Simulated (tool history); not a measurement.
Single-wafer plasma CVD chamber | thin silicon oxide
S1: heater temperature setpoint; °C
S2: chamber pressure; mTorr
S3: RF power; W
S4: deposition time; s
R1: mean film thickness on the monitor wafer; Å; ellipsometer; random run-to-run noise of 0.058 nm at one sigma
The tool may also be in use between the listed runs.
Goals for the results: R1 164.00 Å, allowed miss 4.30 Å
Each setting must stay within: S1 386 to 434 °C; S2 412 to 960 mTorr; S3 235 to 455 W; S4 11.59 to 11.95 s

run,day,S1,S2,S3,S4,R1
1,0.000,410,686,345,11.59,188.52
2,0.179,410,674,345,11.59,184.17
3,0.400,410,674,315,11.59,176.05
4,0.492,410,674,315,11.95,181.87
5,0.679,410,666,315,11.95,180.42
6,0.821,410,658,315,11.95,177.60
7,1.192,410,652,315,11.95,175.40
8,1.283,410,647,315,11.95,175.05
9,1.646,410,642,315,11.95,172.66
10,1.671,410,642,315,11.95,172.94

Which one of the following 5 next-run settings gets every result inside its allowed miss? There is exactly one.
A,1.696,412,693,300,11.59,?
B,1.696,414,634,305,11.72,?
C,1.696,403,646,315,11.91,?
D,1.696,414,687,310,11.81,?
E,1.696,409,685,325,11.59,?

move,R1
A,177.47
B,165.58
C,175.28
D,182.09
E,182.78
A: moves away from the targets compared with the last run
B: all results in spec
C: moves away from the targets compared with the last run
D: moves away from the targets compared with the last run
E: moves away from the targets compared with the last run
B is the move that brings every result within its allowed miss.

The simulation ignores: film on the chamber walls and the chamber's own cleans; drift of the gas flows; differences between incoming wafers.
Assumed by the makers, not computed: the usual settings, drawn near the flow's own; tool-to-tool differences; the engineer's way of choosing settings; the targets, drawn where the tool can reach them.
